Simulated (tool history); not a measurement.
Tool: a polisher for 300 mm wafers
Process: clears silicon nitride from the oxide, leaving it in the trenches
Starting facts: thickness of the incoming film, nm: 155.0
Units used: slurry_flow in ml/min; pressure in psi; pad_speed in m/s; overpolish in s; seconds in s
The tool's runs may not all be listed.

Run 1, hour 0: slurry_flow 140 ml/min, pressure 3 psi, pad_speed 1.2 m/s, overpolish 15 s. Result: seconds 173.82 s.
Run 2, hour 8.5: slurry_flow 165 ml/min, pressure 3 psi, pad_speed 1.2 m/s, overpolish 15 s. Result: seconds 160.14 s.
Run 3, hour 16: slurry_flow 155 ml/min, pressure 2.8 psi, pad_speed 1.2 m/s, overpolish 15 s. Result: seconds 171.7 s.
Run 4, hour 17.3: slurry_flow 155 ml/min, pressure 2.8 psi, pad_speed 1.08 m/s, overpolish 15 s. Result: seconds 186.39 s.
Run 5, hour 23.9: slurry_flow 170 ml/min, pressure 2.8 psi, pad_speed 1.08 m/s, overpolish 15 s. Result: seconds 184.15 s.
Run 6, hour 30.1: slurry_flow 165 ml/min, pressure 2.7 psi, pad_speed 1.08 m/s, overpolish 15 s. Result: seconds 190.72 s.
Run 7, hour 38.6: slurry_flow 160 ml/min, pressure 2.6 psi, pad_speed 1.08 m/s, overpolish 15 s. Result: seconds 199.25 s.

The next listed run, before its measurement:
Run 8, hour 45.4: slurry_flow 155 ml/min, pressure 2.5 psi, pad_speed 1.08 m/s, overpolish 15 s. Result: seconds ?.

{"run 8": {"seconds": 205.8}}
